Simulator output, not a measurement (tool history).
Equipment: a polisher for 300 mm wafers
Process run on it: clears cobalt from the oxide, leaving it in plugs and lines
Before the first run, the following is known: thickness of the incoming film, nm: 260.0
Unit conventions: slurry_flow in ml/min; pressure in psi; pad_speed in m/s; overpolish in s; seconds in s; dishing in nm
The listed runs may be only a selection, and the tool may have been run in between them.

Run 1, hour 0.0: slurry_flow 230 ml/min, pressure 2.5 psi, pad_speed 1.08 m/s, overpolish 19 s. Result: seconds 44.280 s, dishing 51.140 nm.
Run 2, hour 2.1: slurry_flow 230 ml/min, pressure 2.3 psi, pad_speed 1.08 m/s, overpolish 19 s. Result: seconds 47.668 s, dishing 49.916 nm.
Run 3, hour 6.6: slurry_flow 230 ml/min, pressure 2.3 psi, pad_speed 1.08 m/s, overpolish 12 s. Result: seconds 46.018 s, dishing 40.259 nm.
Run 4, hour 13.5: slurry_flow 230 ml/min, pressure 2.2 psi, pad_speed 1.08 m/s, overpolish 11 s. Result: seconds 47.760 s, dishing 38.583 nm.
Run 5, hour 15.8: slurry_flow 230 ml/min, pressure 2.2 psi, pad_speed 1.08 m/s, overpolish 15 s. Result: seconds 49.072 s, dishing 45.807 nm.
Run 6, hour 20.2: slurry_flow 230 ml/min, pressure 2.2 psi, pad_speed 1.02 m/s, overpolish 14 s. Result: seconds 49.287 s, dishing 42.044 nm.
Run 7, hour 23.4: slurry_flow 230 ml/min, pressure 2.1 psi, pad_speed 1.00 m/s, overpolish 13 s. Result: seconds 55.121 s, dishing 38.544 nm.
Run 8, hour 25.3: slurry_flow 230 ml/min, pressure 2.0 psi, pad_speed 1.00 m/s, overpolish 12 s. Result: seconds 57.411 s, dishing 37.374 nm.

Run 9 has not been measured yet. What should we expect?
Run 9, hour 33.7: slurry_flow 230 ml/min, pressure 2.0 psi, pad_speed 1.00 m/s, overpolish 11 s. Result: seconds ?, dishing ?.

{"run 9": {"seconds": 56.59, "dishing": 34.053}}
